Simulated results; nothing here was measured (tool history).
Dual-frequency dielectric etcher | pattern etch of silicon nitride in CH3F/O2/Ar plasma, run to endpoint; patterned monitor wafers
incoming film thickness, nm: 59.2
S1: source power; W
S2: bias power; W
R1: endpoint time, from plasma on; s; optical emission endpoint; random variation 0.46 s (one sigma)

run,hour,S1,S2,R1
1,0,540,56,76.048
2,5.6,500,54,79.371
3,6.6,580,54,74.159
4,8.3,530,52,78.525
5,13.5,500,51,80.198
6,18.4,500,56,77.851
7,19,460,54,82.277
8,26.4,440,53,84.149
9,35.2,430,53,84.652

Forecast run 10:
10,35.8,420,53,?

Run 10 gave R1 85.654 s.

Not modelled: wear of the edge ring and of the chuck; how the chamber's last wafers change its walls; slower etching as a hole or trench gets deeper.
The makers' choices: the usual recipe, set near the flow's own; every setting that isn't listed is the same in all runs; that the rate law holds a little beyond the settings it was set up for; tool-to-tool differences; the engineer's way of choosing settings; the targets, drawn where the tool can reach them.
